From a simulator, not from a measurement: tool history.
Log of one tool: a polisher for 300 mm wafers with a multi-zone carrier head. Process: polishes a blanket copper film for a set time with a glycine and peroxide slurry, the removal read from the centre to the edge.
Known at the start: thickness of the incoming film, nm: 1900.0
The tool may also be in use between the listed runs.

| run | hour | flow of slurry (ml/min) | pressure of the head's centre zone | pressure of the head's middle zone | pressure of the head's edge zone | polishing time (s) | film removed at the wafer's centre (Å) | film removed at mid-radius (Å) | film removed at the wafer's edge (Å) |
|---|---|---|---|---|---|---|---|---|---|
| 1 | 0.0 | 170 | 1.00 | 1.00 | 1.00 | 63 | 2827.7 | 2831.3 | 2880.9 |
| 2 | 3.9 | 180 | 1.02 | 1.02 | 1.06 | 71 | 3288.2 | 3308.4 | 3374.4 |
| 3 | 6.3 | 180 | 1.02 | 1.02 | 1.06 | 63 | 2942.3 | 2957.6 | 3006.5 |
| 4 | 7.9 | 180 | 1.02 | 1.02 | 1.00 | 63 | 2931.7 | 2941.5 | 2893.8 |
| 5 | 8.7 | 185 | 1.04 | 1.03 | 1.06 | 71 | 3362.8 | 3330.9 | 3376.3 |
| 6 | 11.5 | 195 | 1.05 | 1.04 | 1.10 | 76 | 3665.7 | 3596.9 | 3653.0 |

Run 7 comes next. What will it give?
| 7 | 16.8 | 185 | 1.05 | 1.04 | 1.12 | 81 | ? | ? | ? |

film removed at the wafer's centre (Å): 3916.2
film removed at mid-radius (Å): 3811.8
film removed at the wafer's edge (Å): 3936.3

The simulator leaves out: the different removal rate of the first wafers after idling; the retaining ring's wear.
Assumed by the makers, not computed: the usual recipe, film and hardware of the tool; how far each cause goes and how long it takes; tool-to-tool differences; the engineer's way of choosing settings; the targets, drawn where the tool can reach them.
